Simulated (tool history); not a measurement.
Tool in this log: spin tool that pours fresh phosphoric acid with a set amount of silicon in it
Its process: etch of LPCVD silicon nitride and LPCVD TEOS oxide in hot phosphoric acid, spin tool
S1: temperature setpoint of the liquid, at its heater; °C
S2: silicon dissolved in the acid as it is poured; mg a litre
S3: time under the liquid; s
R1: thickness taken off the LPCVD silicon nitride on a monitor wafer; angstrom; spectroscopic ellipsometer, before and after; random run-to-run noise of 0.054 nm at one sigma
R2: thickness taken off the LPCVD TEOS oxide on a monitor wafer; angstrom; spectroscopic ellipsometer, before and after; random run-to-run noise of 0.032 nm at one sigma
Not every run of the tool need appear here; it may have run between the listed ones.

run 1 hour=0 | S1=162 S2=20 S3=180 | R1=162.14 R2=9.5957
run 2 hour=8.8 | S1=161 S2=14.5 S3=160 | R1=138.99 R2=8.9112
run 3 hour=16.9 | S1=161 S2=14.5 S3=230 | R1=199.36 R2=12.286
run 4 hour=19.6 | S1=160 S2=14.5 S3=230 | R1=194.26 R2=11.715
run 5 hour=22.2 | S1=160 S2=10.5 S3=195 | R1=166.14 R2=11.528
run 6 hour=25.7 | S1=158 S2=10.5 S3=195 | R1=152.8 R2=9.6384
run 7 hour=31.8 | S1=159.5 S2=0 S3=105 | R1=87.548 R2=7.2652

Run 8 comes next. What will it give?
run 8 hour=39.7 | S1=160.5 S2=0 S3=105 | R1=? R2=?

R1: 89.987 angstrom
R2: 8.1165 angstrom
